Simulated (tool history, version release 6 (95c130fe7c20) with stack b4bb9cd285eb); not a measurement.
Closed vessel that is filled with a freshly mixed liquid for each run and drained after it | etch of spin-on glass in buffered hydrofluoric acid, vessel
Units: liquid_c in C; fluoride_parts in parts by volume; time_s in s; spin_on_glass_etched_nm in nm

| run | hour | liquid_c | fluoride_parts | time_s | spin_on_glass_etched_nm |
|---|---|---|---|---|---|
| 1 | 0 | 23 | 8.5 | 105 | 327.48 |
| 2 | 3.3 | 23 | 7 | 105 | 398.33 |
| 3 | 5.4 | 21.5 | 7 | 105 | 364.99 |
| 4 | 13.1 | 23.5 | 7 | 105 | 407.76 |
| 5 | 21.8 | 25 | 7 | 105 | 445.69 |
| 6 | 23.4 | 25 | 7 | 105 | 446.7 |

What does the tool deliver on the next run?
| 7 | 25.6 | 26 | 7 | 105 | ? |

{"run 7": {"spin_on_glass_etched_nm": 476.14}}
